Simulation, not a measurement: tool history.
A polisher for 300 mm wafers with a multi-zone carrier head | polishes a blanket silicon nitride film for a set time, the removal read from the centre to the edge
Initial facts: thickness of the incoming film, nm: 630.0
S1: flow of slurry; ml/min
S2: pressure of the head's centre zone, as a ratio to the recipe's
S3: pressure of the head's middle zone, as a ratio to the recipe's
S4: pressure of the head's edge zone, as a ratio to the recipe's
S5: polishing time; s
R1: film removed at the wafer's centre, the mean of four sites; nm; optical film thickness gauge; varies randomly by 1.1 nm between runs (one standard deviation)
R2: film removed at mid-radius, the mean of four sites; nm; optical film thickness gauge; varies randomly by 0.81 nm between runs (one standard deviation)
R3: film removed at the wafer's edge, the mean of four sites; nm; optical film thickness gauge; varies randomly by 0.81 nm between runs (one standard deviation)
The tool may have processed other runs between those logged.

run 1 day=0.000 | S1=195 S2=1.00 S3=1.00 S4=1.00 S5=33 | R1=61.093 R2=59.651 R3=59.501
run 2 day=0.296 | S1=205 S2=1.01 S3=1.04 S4=1.02 S5=35 | R1=66.326 R2=66.132 R3=62.366
run 3 day=0.642 | S1=225 S2=1.01 S3=1.04 S4=1.02 S5=35 | R1=66.515 R2=68.634 R3=63.759
run 4 day=0.817 | S1=235 S2=1.02 S3=1.05 S4=1.03 S5=36 | R1=70.313 R2=69.488 R3=66.536
run 5 day=0.992 | S1=235 S2=1.02 S3=1.05 S4=1.07 S5=36 | R1=68.871 R2=70.108 R3=67.774
run 6 day=1.133 | S1=235 S2=1.02 S3=1.12 S4=1.07 S5=36 | R1=69.228 R2=73.796 R3=68.592
run 7 day=1.475 | S1=245 S2=1.03 S3=1.13 S4=1.07 S5=37 | R1=71.747 R2=78.282 R3=69.073

The next listed run, before its measurement:
run 8 day=1.833 | S1=250 S2=1.04 S3=1.14 S4=1.08 S5=38 | R1=? R2=? R3=?

R1: 75.578 nm
R2: 80.267 nm
R3: 72.521 nm
